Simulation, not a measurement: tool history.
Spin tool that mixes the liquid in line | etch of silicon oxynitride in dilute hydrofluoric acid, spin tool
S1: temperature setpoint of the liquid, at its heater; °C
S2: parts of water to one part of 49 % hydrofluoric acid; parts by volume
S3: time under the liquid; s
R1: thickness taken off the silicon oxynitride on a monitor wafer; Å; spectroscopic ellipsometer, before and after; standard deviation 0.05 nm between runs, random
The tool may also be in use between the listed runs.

Run 1, hour 0: S1 21 °C, S2 130 parts by volume, S3 305 s. Result: R1 35.659 Å.
Run 2, hour 7.8: S1 19.5 °C, S2 130 parts by volume, S3 305 s. Result: R1 33.701 Å.
Run 3, hour 15.4: S1 20.5 °C, S2 130 parts by volume, S3 305 s. Result: R1 35.033 Å.
Run 4, hour 23.1: S1 21.5 °C, S2 130 parts by volume, S3 305 s. Result: R1 36.589 Å.
Run 5, hour 32: S1 21.5 °C, S2 130 parts by volume, S3 330 s. Result: R1 39.999 Å.
Run 6, hour 36: S1 20.5 °C, S2 130 parts by volume, S3 330 s. Result: R1 37.621 Å.
Run 7, hour 43.6: S1 21 °C, S2 130 parts by volume, S3 330 s. Result: R1 39.051 Å.
Run 8, hour 47.1: S1 21.5 °C, S2 130 parts by volume, S3 330 s. Result: R1 39.43 Å.
Run 9, hour 52.8: S1 21.5 °C, S2 130 parts by volume, S3 330 s. Result: R1 39.122 Å.

Predict the results of run 10:
Run 10, hour 57.5: S1 22 °C, S2 130 parts by volume, S3 330 s. Result: R1 ?.

{"run 10": {"R1": 41.039}}
